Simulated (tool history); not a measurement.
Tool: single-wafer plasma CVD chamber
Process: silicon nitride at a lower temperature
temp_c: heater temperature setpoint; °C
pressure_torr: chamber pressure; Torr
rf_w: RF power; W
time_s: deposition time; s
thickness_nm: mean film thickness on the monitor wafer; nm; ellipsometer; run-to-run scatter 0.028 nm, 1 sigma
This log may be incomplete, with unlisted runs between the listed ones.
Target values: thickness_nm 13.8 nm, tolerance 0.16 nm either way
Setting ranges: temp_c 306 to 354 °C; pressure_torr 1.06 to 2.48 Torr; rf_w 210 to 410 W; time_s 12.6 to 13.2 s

{"run": 1, "hour": 0.0, "temp_c": 330, "pressure_torr": 1.77, "rf_w": 310, "time_s": 13.2, "thickness_nm": 16.297}
{"run": 2, "hour": 3.9, "temp_c": 330, "pressure_torr": 1.97, "rf_w": 310, "time_s": 13.2, "thickness_nm": 16.815}
{"run": 3, "hour": 10.0, "temp_c": 330, "pressure_torr": 1.81, "rf_w": 305, "time_s": 13.2, "thickness_nm": 16.225}
{"run": 4, "hour": 12.8, "temp_c": 330, "pressure_torr": 1.68, "rf_w": 300, "time_s": 13.2, "thickness_nm": 15.787}
{"run": 5, "hour": 19.4, "temp_c": 330, "pressure_torr": 1.68, "rf_w": 300, "time_s": 13.2, "thickness_nm": 15.72}
{"run": 6, "hour": 23.1, "temp_c": 330, "pressure_torr": 1.68, "rf_w": 320, "time_s": 13.2, "thickness_nm": 16.352}
{"run": 7, "hour": 31.5, "temp_c": 330, "pressure_torr": 1.57, "rf_w": 315, "time_s": 13.2, "thickness_nm": 15.966}
{"run": 8, "hour": 33.1, "temp_c": 330, "pressure_torr": 1.48, "rf_w": 310, "time_s": 13.2, "thickness_nm": 15.588}
{"run": 9, "hour": 34.4, "temp_c": 330, "pressure_torr": 1.41, "rf_w": 305, "time_s": 13.2, "thickness_nm": 15.142}

Exercise: of the 4 proposed moves below, exactly one satisfies all targets within the stated allowed misses. Which move is it?
{"run": "A", "hour": 35.7, "temp_c": 310, "pressure_torr": 1.07, "rf_w": 295, "time_s": 12.8, "thickness_nm": "?"}
{"run": "B", "hour": 35.7, "temp_c": 329, "pressure_torr": 1.24, "rf_w": 285, "time_s": 13, "thickness_nm": "?"}
{"run": "C", "hour": 35.7, "temp_c": 330, "pressure_torr": 1.59, "rf_w": 280, "time_s": 12.6, "thickness_nm": "?"}
{"run": "D", "hour": 35.7, "temp_c": 331, "pressure_torr": 1.24, "rf_w": 325, "time_s": 12.7, "thickness_nm": "?"}

move=A thickness_nm=13.326
move=B thickness_nm=13.745
move=C thickness_nm=14.135
move=D thickness_nm=14.526
A: the result that was furthest off in the last run now lies on the other side of its target
B: all results in spec
C: closer than the last run, but not yet in spec
D: closer than the last run, but not yet in spec
Answer: B
